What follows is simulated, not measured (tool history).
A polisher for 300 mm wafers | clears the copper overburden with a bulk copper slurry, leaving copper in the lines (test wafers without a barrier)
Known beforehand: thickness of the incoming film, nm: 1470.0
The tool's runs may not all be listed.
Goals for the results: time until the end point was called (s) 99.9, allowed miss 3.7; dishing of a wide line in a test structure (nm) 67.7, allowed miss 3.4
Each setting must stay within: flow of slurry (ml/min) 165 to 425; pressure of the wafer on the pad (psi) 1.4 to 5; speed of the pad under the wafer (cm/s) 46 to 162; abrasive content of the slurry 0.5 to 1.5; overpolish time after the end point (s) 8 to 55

run,hour,flow of slurry (ml/min),pressure of the wafer on the pad (psi),speed of the pad under the wafer (cm/s),abrasive content of the slurry,overpolish time after the end point (s),time until the end point was called (s),dishing of a wide line in a test structure (nm)
1,0,275,3.2,104,1,28,168.78,64.334
2,8.3,275,3.6,104,1,25,151.69,63.325
3,9.2,275,3.6,104,1,14,152.43,55.385
4,18,275,4.1,104,1,14,132.34,57.744
5,19.8,275,4.3,104,1,16,128.41,61.782
6,27.1,275,4.3,104,1.15,16,123.47,62.495
7,35.7,275,4.5,104,1.15,16,118.04,61.172
8,41.4,275,4.5,104,1.15,16,117.69,62.036
9,46.7,275,5,104,1.15,27,106.89,66.507
10,49.1,275,5,106,1.15,27,106.43,66.054

4 next moves are on the table. One of them brings every result within its allowed miss. Which?
A,51.5,245,4.7,114,1,26,?,?
B,51.5,255,4.5,132,0.95,37,?,?
C,51.5,270,5,124,1.05,21,?,?
D,51.5,260,5,102,1.15,26,?,?

move,time until the end point was called (s),dishing of a wide line in a test structure (nm)
A,108.43,68.129
B,98.651,68.567
C,92.06,68.237
D,109.68,68.38
A: moves away from the targets compared with the last run
B: meets every target
C: takes the result that was furthest off past its target
D: moves away from the targets compared with the last run
Correct choice: B, which meets every target

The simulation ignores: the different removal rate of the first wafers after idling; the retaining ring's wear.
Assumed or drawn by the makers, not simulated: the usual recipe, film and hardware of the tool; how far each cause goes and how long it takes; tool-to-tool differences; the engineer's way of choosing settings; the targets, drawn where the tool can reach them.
